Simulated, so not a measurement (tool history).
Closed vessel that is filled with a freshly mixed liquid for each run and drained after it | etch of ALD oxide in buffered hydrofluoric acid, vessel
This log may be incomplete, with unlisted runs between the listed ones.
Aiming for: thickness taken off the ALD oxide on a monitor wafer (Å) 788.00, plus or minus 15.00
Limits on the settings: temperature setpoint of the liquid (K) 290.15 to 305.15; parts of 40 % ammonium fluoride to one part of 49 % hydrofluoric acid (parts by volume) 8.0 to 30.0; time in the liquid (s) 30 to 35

run,day,temperature setpoint of the liquid (K),parts of 40 % ammonium fluoride to one part of 49 % hydrofluoric acid (parts by volume),time in the liquid (s),thickness taken off the ALD oxide on a monitor wafer (Å)
1,0.000,298.15,21.5,35,655.49
2,0.321,296.65,21.5,35,602.38
3,0.367,297.65,21.5,35,640.76
4,0.488,298.65,21.5,35,678.33
5,0.742,299.15,21.5,35,689.69
6,0.804,300.65,21.5,35,749.77
7,0.996,301.15,21.5,35,773.24
8,1.183,301.15,21.5,35,766.53

5 candidate next runs follow, results not yet known. Just one meets every target within its allowed miss. Identify it.
A,1.371,299.65,20.0,35,?
B,1.371,302.15,25.0,35,?
C,1.371,301.65,24.0,35,?
D,1.371,304.65,23.5,30,?
E,1.371,300.15,19.5,35,?

move,thickness taken off the ALD oxide on a monitor wafer (Å)
A,754.02
B,739.86
C,740.79
D,755.02
E,794.15
A: further off than the last run
B: further off than the last run
C: further off than the last run
D: further off than the last run
E: in spec on every target
The right move is E.
